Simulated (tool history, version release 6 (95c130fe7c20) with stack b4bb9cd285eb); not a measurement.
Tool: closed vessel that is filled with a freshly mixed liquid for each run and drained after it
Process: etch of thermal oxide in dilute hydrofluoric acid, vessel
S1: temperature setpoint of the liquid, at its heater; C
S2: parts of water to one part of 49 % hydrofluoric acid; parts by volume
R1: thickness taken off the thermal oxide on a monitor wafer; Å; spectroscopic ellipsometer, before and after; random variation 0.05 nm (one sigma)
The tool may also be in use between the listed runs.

Run 1, hour 0: S1 20 C, S2 60 parts by volume, time in the liquid (s) 135. Result: R1 97.329 Å.
Run 2, hour 8.3: S1 21.5 C, S2 60 parts by volume, time in the liquid (s) 135. Result: R1 101.89 Å.
Run 3, hour 10.1: S1 24.5 C, S2 60 parts by volume, time in the liquid (s) 135. Result: R1 116.06 Å.
Run 4, hour 14.2: S1 24.5 C, S2 80 parts by volume, time in the liquid (s) 135. Result: R1 85.962 Å.
Run 5, hour 18.2: S1 24.5 C, S2 80 parts by volume, time in the liquid (s) 135. Result: R1 84.842 Å.
Run 6, hour 19.3: S1 24.5 C, S2 80 parts by volume, time in the liquid (s) 135. Result: R1 86.849 Å.
Run 7, hour 26.2: S1 23.5 C, S2 80 parts by volume, time in the liquid (s) 135. Result: R1 82.531 Å.
Run 8, hour 34.3: S1 23.5 C, S2 80 parts by volume, time in the liquid (s) 135. Result: R1 83.51 Å.
Run 9, hour 42.1: S1 22.5 C, S2 80 parts by volume, time in the liquid (s) 135. Result: R1 78.434 Å.
Run 10, hour 43.8: S1 18.5 C, S2 80 parts by volume, time in the liquid (s) 135. Result: R1 66.791 Å.

The next listed run, before its measurement:
Run 11, hour 48.9: S1 17.5 C, S2 80 parts by volume, time in the liquid (s) 135. Result: R1 ?.

{"run 11": {"R1": 64.342}}
